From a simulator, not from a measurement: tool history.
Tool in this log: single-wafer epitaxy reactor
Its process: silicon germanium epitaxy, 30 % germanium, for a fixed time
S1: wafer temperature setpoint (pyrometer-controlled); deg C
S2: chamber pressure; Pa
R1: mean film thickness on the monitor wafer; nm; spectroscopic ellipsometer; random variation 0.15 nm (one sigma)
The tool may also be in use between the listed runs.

run 1 hour=0 | S1=580 S2=3440 | R1=40.783
run 2 hour=8.1 | S1=570 S2=3440 | R1=32.491
run 3 hour=14.7 | S1=569 S2=3440 | R1=32.011
run 4 hour=18.4 | S1=558 S2=3440 | R1=24.918
run 5 hour=26.9 | S1=558 S2=2866 | R1=22.645
run 6 hour=31.1 | S1=563 S2=2880 | R1=25.227
run 7 hour=38.6 | S1=566 S2=2880 | R1=27.251
run 8 hour=43.8 | S1=568 S2=2880 | R1=28.178
run 9 hour=47.7 | S1=568 S2=2880 | R1=28.388

Predict the results of run 10:
run 10 hour=51.7 | S1=574 S2=2893 | R1=?

Run 10 produced R1 32.615 nm.
